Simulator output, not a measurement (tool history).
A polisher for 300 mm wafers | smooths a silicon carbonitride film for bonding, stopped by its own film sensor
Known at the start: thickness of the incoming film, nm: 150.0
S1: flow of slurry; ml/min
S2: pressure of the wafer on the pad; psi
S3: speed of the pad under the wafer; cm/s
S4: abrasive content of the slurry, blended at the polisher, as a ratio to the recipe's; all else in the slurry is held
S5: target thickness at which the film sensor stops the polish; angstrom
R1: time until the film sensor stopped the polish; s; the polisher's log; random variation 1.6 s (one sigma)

run,hour,S1,S2,S3,S4,S5,R1
1,0.0,215,2.6,106,1.00,1340,52.748
2,7.6,260,2.6,106,1.00,1340,52.165
3,8.1,260,2.6,106,1.20,1340,49.566
4,9.4,260,2.6,106,1.15,1340,50.155
5,16.4,260,2.2,106,1.15,1340,60.314
6,23.0,260,2.2,106,1.15,1360,52.359
7,26.4,260,2.2,106,1.15,1360,53.496
8,30.3,260,2.2,106,1.15,1360,53.029
9,35.6,260,2.1,106,1.15,1360,55.976
10,42.5,260,2.0,106,1.15,1360,58.717
11,49.9,260,1.9,106,1.15,1360,61.532

Run 12 comes next. What will it give?
12,52.7,260,1.8,106,1.15,1360,?

{"run 12": {"R1": 65.308}}

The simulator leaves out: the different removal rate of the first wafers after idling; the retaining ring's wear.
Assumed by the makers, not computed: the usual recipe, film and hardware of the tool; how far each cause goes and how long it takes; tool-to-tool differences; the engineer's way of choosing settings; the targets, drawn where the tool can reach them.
